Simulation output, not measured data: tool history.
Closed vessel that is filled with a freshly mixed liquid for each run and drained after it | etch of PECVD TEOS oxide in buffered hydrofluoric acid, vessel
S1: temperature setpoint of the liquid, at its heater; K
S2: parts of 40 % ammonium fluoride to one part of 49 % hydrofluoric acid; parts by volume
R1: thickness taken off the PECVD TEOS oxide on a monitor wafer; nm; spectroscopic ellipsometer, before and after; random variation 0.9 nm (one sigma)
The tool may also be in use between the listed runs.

run 1 hour=0 | S1=294.15 S2=23.5 time_in_the_liquid_(s)=95 | R1=60.917
run 2 hour=5.9 | S1=296.65 S2=23 time_in_the_liquid_(s)=95 | R1=71.282
run 3 hour=9.3 | S1=298.15 S2=23 time_in_the_liquid_(s)=95 | R1=76.286
run 4 hour=10.7 | S1=299.15 S2=22.5 time_in_the_liquid_(s)=95 | R1=81.725
run 5 hour=13.4 | S1=300.15 S2=22.5 time_in_the_liquid_(s)=95 | R1=87.249
run 6 hour=20.4 | S1=300.15 S2=26.5 time_in_the_liquid_(s)=95 | R1=77.752
run 7 hour=23.2 | S1=300.65 S2=25.5 time_in_the_liquid_(s)=95 | R1=81.874
run 8 hour=31.1 | S1=301.15 S2=24.5 time_in_the_liquid_(s)=95 | R1=86.674

The next listed run, before its measurement:
run 9 hour=33 | S1=301.65 S2=24 time_in_the_liquid_(s)=95 | R1=?

Run 9 gave R1 91.045 nm.
